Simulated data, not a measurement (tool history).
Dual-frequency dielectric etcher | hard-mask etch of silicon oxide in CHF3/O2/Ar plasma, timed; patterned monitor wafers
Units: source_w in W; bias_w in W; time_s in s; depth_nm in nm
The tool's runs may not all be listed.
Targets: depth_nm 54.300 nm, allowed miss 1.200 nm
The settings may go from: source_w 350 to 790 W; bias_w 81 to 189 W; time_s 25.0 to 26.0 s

run,hour,source_w,bias_w,time_s,depth_nm
1,0.0,570,135,25.0,44.792
2,2.6,570,146,25.0,46.324
3,8.0,590,147,25.0,46.793
4,10.5,610,149,25.0,47.798
5,19.4,610,164,25.0,49.305
6,20.1,660,164,25.0,50.960
7,24.2,670,165,25.0,51.455
8,30.7,680,165,25.0,51.519
9,34.8,690,166,25.0,52.018
10,39.2,700,166,25.0,52.282

4 next moves are on the table. One of them brings every result within its allowed miss. Which?
A,43.6,630,171,25.5,?
B,43.6,790,134,25.0,?
C,43.6,760,151,26.0,?
D,43.6,690,147,25.0,?

move,depth_nm
A,52.169
B,51.236
C,54.706
D,50.190
A: further off than the last run
B: further off than the last run
C: meets every target
D: further off than the last run
The right move is C.
